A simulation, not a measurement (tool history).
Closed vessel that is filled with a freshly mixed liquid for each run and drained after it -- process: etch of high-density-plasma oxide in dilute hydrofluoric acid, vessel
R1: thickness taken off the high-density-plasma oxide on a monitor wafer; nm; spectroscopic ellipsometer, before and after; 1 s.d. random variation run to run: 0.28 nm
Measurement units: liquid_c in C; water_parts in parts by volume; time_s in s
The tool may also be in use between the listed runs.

run 1 day=0 | liquid_c=21 water_parts=45 time_s=600 | R1=63.868
run 2 day=0.062 | liquid_c=21 water_parts=35 time_s=600 | R1=81.67
run 3 day=0.396 | liquid_c=23.5 water_parts=35 time_s=600 | R1=91.432
run 4 day=0.521 | liquid_c=21.5 water_parts=40 time_s=600 | R1=72.855
run 5 day=0.8 | liquid_c=20 water_parts=40 time_s=600 | R1=68.589
run 6 day=0.979 | liquid_c=18.5 water_parts=40 time_s=600 | R1=64.445
run 7 day=1.242 | liquid_c=18 water_parts=40 time_s=600 | R1=62.503
run 8 day=1.508 | liquid_c=17.5 water_parts=40 time_s=600 | R1=62.082
run 9 day=1.746 | liquid_c=17 water_parts=45 time_s=600 | R1=53.094
run 10 day=2.133 | liquid_c=17 water_parts=45 time_s=600 | R1=53.083
run 11 day=2.462 | liquid_c=17.5 water_parts=45 time_s=600 | R1=54.317
run 12 day=2.554 | liquid_c=17 water_parts=45 time_s=600 | R1=53.318
run 13 day=2.608 | liquid_c=17.5 water_parts=45 time_s=600 | R1=54.424
run 14 day=2.875 | liquid_c=17 water_parts=45 time_s=600 | R1=53.008
run 15 day=3.217 | liquid_c=17.5 water_parts=45 time_s=600 | R1=53.853

Run 16, settings as shown, results not yet in. Your forecast:
run 16 day=3.417 | liquid_c=17 water_parts=45 time_s=600 | R1=?

For run 16 the tool returned R1 52.858 nm.
